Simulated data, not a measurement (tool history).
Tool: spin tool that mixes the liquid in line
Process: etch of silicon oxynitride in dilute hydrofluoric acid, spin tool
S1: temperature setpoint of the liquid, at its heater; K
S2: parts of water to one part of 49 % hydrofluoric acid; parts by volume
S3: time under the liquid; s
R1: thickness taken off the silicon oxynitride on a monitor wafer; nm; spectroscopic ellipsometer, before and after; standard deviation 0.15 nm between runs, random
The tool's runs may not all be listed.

run 1 hour=0 | S1=298.15 S2=55 S3=300 | R1=22.716
run 2 hour=6.1 | S1=299.65 S2=50 S3=300 | R1=27.072
run 3 hour=12.6 | S1=300.65 S2=45 S3=300 | R1=31.716
run 4 hour=21.1 | S1=300.65 S2=45 S3=300 | R1=31.567
run 5 hour=26 | S1=301.65 S2=45 S3=300 | R1=33.036
run 6 hour=31.7 | S1=301.65 S2=45 S3=300 | R1=33.2
run 7 hour=37.5 | S1=302.65 S2=45 S3=300 | R1=34.816
run 8 hour=38.4 | S1=303.15 S2=45 S3=300 | R1=35.568
run 9 hour=41.7 | S1=303.65 S2=45 S3=300 | R1=36.514

What will run 10 give?
run 10 hour=49.3 | S1=304.15 S2=45 S3=300 | R1=?

R1: 37.352 nm
